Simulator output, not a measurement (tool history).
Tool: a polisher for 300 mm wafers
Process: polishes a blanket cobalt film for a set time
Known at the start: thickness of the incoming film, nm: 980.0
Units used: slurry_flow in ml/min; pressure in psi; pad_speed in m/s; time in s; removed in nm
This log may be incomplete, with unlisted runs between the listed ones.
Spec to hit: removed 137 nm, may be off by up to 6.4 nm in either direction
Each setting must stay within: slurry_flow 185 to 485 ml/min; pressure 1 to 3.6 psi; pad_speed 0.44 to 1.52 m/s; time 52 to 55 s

| run | hour | slurry_flow | pressure | pad_speed | time | removed |
|---|---|---|---|---|---|---|
| 1 | 0 | 310 | 2.3 | 0.98 | 52 | 242.71 |
| 2 | 3.5 | 260 | 2.3 | 0.98 | 52 | 241.39 |
| 3 | 11.3 | 260 | 2 | 0.96 | 52 | 205.61 |
| 4 | 17.9 | 260 | 1.8 | 0.96 | 52 | 187.34 |
| 5 | 25.8 | 260 | 1.8 | 1.12 | 52 | 215.41 |
| 6 | 28.6 | 260 | 1.8 | 0.88 | 52 | 171.18 |
| 7 | 33.6 | 260 | 1.2 | 0.86 | 52 | 112.7 |
| 8 | 41.7 | 260 | 1.3 | 0.86 | 52 | 121.38 |

5 next moves are on the table. One of them brings every result within its allowed miss. Which?
| A | 49.8 | 260 | 1.2 | 0.76 | 53 | ? |
| B | 49.8 | 265 | 1.3 | 0.84 | 53 | ? |
| C | 49.8 | 250 | 1.4 | 0.86 | 54 | ? |
| D | 49.8 | 220 | 1.5 | 0.76 | 52 | ? |
| E | 49.8 | 265 | 1.3 | 0.7 | 55 | ? |

| move | removed |
|---|---|
| A | 100.54 |
| B | 119.7 |
| C | 132.93 |
| D | 119.31 |
| E | 104.23 |
A: misses by more than the last run did
B: misses by more than the last run did
C: hits every target within its allowed miss
D: misses by more than the last run did
E: misses by more than the last run did
The move that meets every target is C.
